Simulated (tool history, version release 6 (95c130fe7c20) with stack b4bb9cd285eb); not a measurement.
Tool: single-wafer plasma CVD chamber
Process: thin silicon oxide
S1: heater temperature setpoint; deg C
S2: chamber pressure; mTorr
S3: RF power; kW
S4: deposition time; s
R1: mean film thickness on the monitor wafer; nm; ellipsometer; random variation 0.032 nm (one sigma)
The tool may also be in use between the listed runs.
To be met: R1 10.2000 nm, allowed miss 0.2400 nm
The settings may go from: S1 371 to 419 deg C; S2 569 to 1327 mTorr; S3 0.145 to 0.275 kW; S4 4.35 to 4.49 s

run  hour   S1    S2     S3    S4      R1
  1   0.0  395   948  0.210  4.35  8.3523
  2   6.1  395  1020  0.210  4.35  8.7418
  3   9.7  395  1083  0.210  4.35  9.1263
  4  15.8  395  1083  0.180  4.35  8.1723
  5  16.7  395  1083  0.195  4.35  8.6746
  6  22.4  395  1250  0.195  4.35  9.5115
  7  29.3  395  1272  0.195  4.35  9.4977
  8  31.8  395  1288  0.200  4.36  9.7537
  9  37.0  395  1299  0.200  4.36  9.7616

Which of these 5 next moves meets every target?
  A  42.2  400  1324  0.225  4.45   ?
  B  42.2  383  1308  0.180  4.39   ?
  C  42.2  393  1327  0.200  4.45   ?
  D  42.2  397  1321  0.225  4.39   ?
  E  42.2  386  1327  0.210  4.49   ?

move       R1
   A  10.8730
   B   9.2680
   C  10.1220
   D  10.7410
   E  10.6210
A: takes the result that was furthest off past its target
B: further off than the last run
C: meets every target
D: takes the result that was furthest off past its target
E: takes the result that was furthest off past its target
Answer: C
